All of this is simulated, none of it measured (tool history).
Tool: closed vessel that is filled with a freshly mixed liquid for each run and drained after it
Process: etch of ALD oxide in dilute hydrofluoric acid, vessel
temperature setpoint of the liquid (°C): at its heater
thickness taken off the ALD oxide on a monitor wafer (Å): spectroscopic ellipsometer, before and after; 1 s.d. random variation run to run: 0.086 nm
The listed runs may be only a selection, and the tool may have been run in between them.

| run | hour | temperature setpoint of the liquid (°C) | parts of water to one part of 49 % hydrofluoric acid (parts by volume) | time in the liquid (s) | thickness taken off the ALD oxide on a monitor wafer (Å) |
|---|---|---|---|---|---|
| 1 | 0 | 21 | 80 | 115 | 296.53 |
| 2 | 8.4 | 20.5 | 85 | 115 | 269.67 |
| 3 | 13 | 20 | 90 | 115 | 250.92 |
| 4 | 20.8 | 20 | 90 | 115 | 252.78 |
| 5 | 24 | 21.5 | 90 | 115 | 265.05 |
| 6 | 32.1 | 21.5 | 90 | 115 | 266.31 |
| 7 | 38.5 | 21 | 95 | 115 | 248.1 |

Run 8 has not been measured yet. What should we expect?
| 8 | 47.4 | 17 | 120 | 115 | ? |

Run 8 yielded thickness taken off the ALD oxide on a monitor wafer (Å) 161.14.
